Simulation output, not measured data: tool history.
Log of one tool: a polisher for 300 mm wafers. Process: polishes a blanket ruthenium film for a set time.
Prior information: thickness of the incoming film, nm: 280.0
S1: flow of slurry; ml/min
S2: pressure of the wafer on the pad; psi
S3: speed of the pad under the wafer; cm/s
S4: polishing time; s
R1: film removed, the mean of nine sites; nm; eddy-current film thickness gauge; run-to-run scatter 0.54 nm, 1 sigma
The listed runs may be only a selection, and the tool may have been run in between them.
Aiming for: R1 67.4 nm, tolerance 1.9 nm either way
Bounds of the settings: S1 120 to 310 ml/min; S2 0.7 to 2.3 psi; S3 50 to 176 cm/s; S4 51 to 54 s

Run 1, hour 0: S1 200 ml/min, S2 1.5 psi, S3 112 cm/s, S4 51 s. Result: R1 46.363 nm.
Run 2, hour 7.4: S1 205 ml/min, S2 1.6 psi, S3 112 cm/s, S4 51 s. Result: R1 49.432 nm.
Run 3, hour 10: S1 205 ml/min, S2 1.7 psi, S3 112 cm/s, S4 51 s. Result: R1 52.317 nm.
Run 4, hour 11.3: S1 160 ml/min, S2 1.7 psi, S3 112 cm/s, S4 51 s. Result: R1 51.092 nm.
Run 5, hour 18.8: S1 160 ml/min, S2 1.7 psi, S3 112 cm/s, S4 51 s. Result: R1 49.895 nm.
Run 6, hour 22.1: S1 120 ml/min, S2 1.7 psi, S3 112 cm/s, S4 51 s. Result: R1 47.197 nm.
Run 7, hour 30.3: S1 140 ml/min, S2 1.7 psi, S3 112 cm/s, S4 51 s. Result: R1 49.159 nm.
Run 8, hour 31.5: S1 140 ml/min, S2 1.7 psi, S3 112 cm/s, S4 51 s. Result: R1 49.154 nm.
Run 9, hour 34.3: S1 155 ml/min, S2 1.7 psi, S3 112 cm/s, S4 51 s. Result: R1 50.771 nm.
Run 10, hour 37.1: S1 170 ml/min, S2 1.7 psi, S3 112 cm/s, S4 51 s. Result: R1 51.625 nm.
Run 11, hour 42.9: S1 185 ml/min, S2 1.7 psi, S3 112 cm/s, S4 51 s. Result: R1 51.443 nm.
Run 12, hour 49.5: S1 195 ml/min, S2 1.8 psi, S3 112 cm/s, S4 51 s. Result: R1 54.906 nm.

Below are 4 possible settings for the next run. Only one of them brings all results inside the allowed miss of their targets. Which is it?
Run A, hour 56.1: S1 215 ml/min, S2 1.5 psi, S3 160 cm/s, S4 53 s. Result: R1 ?.
Run B, hour 56.1: S1 235 ml/min, S2 2.3 psi, S3 104 cm/s, S4 54 s. Result: R1 ?.
Run C, hour 56.1: S1 200 ml/min, S2 1.9 psi, S3 134 cm/s, S4 54 s. Result: R1 ?.
Run D, hour 56.1: S1 130 ml/min, S2 2 psi, S3 134 cm/s, S4 54 s. Result: R1 ?.

move      R1
   A  67.303
   B  71.931
   C  72.864
   D  70.774
A: hits every target within its allowed miss
B: moves the result that the last run missed by most past its target, out the other side
C: moves the result that the last run missed by most past its target, out the other side
D: moves the result that the last run missed by most past its target, out the other side
A is the move that brings every result within its allowed miss.
